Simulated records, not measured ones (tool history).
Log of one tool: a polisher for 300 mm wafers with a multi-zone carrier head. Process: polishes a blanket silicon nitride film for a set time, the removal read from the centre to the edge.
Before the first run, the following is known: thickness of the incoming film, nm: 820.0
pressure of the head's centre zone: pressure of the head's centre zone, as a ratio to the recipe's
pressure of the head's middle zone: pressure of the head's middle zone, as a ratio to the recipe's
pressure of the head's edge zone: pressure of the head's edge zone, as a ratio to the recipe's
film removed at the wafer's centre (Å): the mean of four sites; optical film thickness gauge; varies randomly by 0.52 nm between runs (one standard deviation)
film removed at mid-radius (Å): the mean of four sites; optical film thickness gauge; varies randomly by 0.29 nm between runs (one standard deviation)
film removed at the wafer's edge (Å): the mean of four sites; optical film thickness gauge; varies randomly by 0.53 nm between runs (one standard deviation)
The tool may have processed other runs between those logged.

run    day  flow of slurry (ml/min)  pressure of the head's centre zone  pressure of the head's middle zone  pressure of the head's edge zone  polishing time (s)  film removed at the wafer's centre (Å)  film removed at mid-radius (Å)  film removed at the wafer's edge (Å)
  1      0                      140                                   1                                   1                                 1                  32                                  555.01                          546.02                                553.33
  2  0.367                      135                                0.99                                   1                              0.99                  32                                   549.4                          539.79                                561.36
  3  0.721                      135                                0.99                                   1                              0.98                  31                                  532.86                          523.76                                530.13
  4  0.954                      135                                1.04                                   1                              0.98                  31                                  548.59                          515.32                                526.59
  5  1.212                      135                                0.97                                   1                              0.98                  31                                  515.36                          525.56                                533.65
  6  1.288                      135                                0.97                                   1                              1.06                  31                                  521.82                          523.42                                559.77
  7  1.667                      130                                0.97                                   1                              1.04                  31                                  498.22                          516.63                                 544.4
  8    1.9                      125                                0.97                                   1                              1.03                  31                                  517.74                          508.93                                527.23

What will run 9 give?
  9  1.967                      120                                0.96                                   1                              1.03                  31                                       ?                               ?                                     ?

Run 9 measured film removed at the wafer's centre (Å) 497.73, film removed at mid-radius (Å) 507.79, film removed at the wafer's edge (Å) 537.14.
